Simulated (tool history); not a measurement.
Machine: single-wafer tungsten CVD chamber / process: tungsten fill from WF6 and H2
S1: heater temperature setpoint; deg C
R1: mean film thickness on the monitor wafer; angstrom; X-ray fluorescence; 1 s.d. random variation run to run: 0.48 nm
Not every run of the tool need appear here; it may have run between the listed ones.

run 1 hour=0.0 | S1=395 chamber_pressure_(mTorr)=34400 deposition_time_(s)=24.8 | R1=633.11
run 2 hour=8.3 | S1=395 chamber_pressure_(mTorr)=34400 deposition_time_(s)=23.6 | R1=600.31
run 3 hour=16.8 | S1=395 chamber_pressure_(mTorr)=34400 deposition_time_(s)=24.8 | R1=634.41
run 4 hour=23.8 | S1=398 chamber_pressure_(mTorr)=34500 deposition_time_(s)=24.8 | R1=675.09
run 5 hour=30.0 | S1=398 chamber_pressure_(mTorr)=34500 deposition_time_(s)=23.6 | R1=644.19
run 6 hour=36.5 | S1=398 chamber_pressure_(mTorr)=34500 deposition_time_(s)=24.8 | R1=674.49

The next listed run, before its measurement:
run 7 hour=43.8 | S1=400 chamber_pressure_(mTorr)=34600 deposition_time_(s)=24.8 | R1=?

R1: 707.97 angstrom

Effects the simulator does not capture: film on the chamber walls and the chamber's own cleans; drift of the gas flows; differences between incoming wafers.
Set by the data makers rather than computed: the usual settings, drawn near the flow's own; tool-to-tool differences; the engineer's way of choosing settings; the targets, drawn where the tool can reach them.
